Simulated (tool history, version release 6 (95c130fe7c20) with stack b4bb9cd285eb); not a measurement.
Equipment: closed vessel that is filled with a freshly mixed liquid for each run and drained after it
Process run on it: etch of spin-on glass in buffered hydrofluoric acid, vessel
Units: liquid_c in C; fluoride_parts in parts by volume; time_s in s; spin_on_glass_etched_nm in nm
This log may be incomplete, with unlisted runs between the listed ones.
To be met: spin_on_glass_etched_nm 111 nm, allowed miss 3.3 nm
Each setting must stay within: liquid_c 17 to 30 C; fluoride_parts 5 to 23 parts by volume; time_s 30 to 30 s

run	hour	liquid_c	fluoride_parts	time_s	spin_on_glass_etched_nm
1	0	22	14	30	67.795
2	7.3	24.5	14	30	77.745
3	15.8	25.5	14	30	81.919
4	18.3	25.5	16	30	72.024
5	27.4	26.5	15.5	30	78.295
6	34.6	26.5	17	30	71.276
7	38.3	27	16.5	30	75.859
8	45.6	27.5	16	30	80.16
9	49.4	30	12.5	30	116

Exercise: of the 4 proposed moves below, exactly one satisfies all targets within the stated allowed misses. Which move is it?
A	53.2	29	13.5	30	?
B	53.2	29.5	14	30	?
C	53.2	30	14	30	?
D	53.2	29	12.5	30	?

move	spin_on_glass_etched_nm
A	102.4
B	101.47
C	104.17
D	110.41
A: the result that was furthest off in the last run now lies on the other side of its target
B: the result that was furthest off in the last run now lies on the other side of its target
C: the result that was furthest off in the last run now lies on the other side of its target
D: each result inside its tolerance
Move D is the one to make.

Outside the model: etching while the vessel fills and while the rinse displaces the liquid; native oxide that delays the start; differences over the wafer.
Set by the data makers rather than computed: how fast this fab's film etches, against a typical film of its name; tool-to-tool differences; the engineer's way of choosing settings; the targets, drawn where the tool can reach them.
